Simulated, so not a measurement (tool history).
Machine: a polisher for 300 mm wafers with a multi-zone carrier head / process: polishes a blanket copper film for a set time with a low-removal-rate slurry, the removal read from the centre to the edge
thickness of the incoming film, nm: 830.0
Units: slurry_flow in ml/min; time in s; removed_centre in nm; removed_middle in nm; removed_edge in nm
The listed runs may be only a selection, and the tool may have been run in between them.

| run | hour | slurry_flow | centre_zone | middle_zone | edge_zone | slurry_solids | time | removed_centre | removed_middle | removed_edge |
|---|---|---|---|---|---|---|---|---|---|---|
| 1 | 0 | 145 | 1 | 1 | 1 | 1 | 86 | 208.96 | 204.91 | 206.94 |
| 2 | 6.8 | 145 | 1 | 1 | 1 | 1 | 106 | 257.92 | 258.07 | 256.72 |
| 3 | 12.7 | 140 | 0.99 | 0.97 | 0.97 | 0.9 | 101 | 237.99 | 228.25 | 234.25 |
| 4 | 20.7 | 140 | 0.99 | 0.97 | 0.91 | 0.9 | 101 | 238.09 | 228.25 | 225.8 |
| 5 | 21.3 | 135 | 0.97 | 0.95 | 0.9 | 0.85 | 97 | 218.61 | 210.78 | 211.38 |
| 6 | 26.3 | 130 | 0.96 | 0.93 | 0.89 | 0.8 | 94 | 203.45 | 197.11 | 201.4 |
| 7 | 28.1 | 125 | 0.96 | 0.91 | 0.88 | 0.75 | 91 | 192.31 | 183.18 | 190.51 |
| 8 | 36.3 | 125 | 0.96 | 0.9 | 0.87 | 0.7 | 89 | 186.29 | 176.72 | 180.15 |

What does the tool deliver on the next run?
| 9 | 43.9 | 120 | 0.96 | 0.88 | 0.87 | 0.65 | 87 | ? | ? | ? |

{"run 9": {"removed_centre": 176.28, "removed_middle": 160.06, "removed_edge": 173.54}}
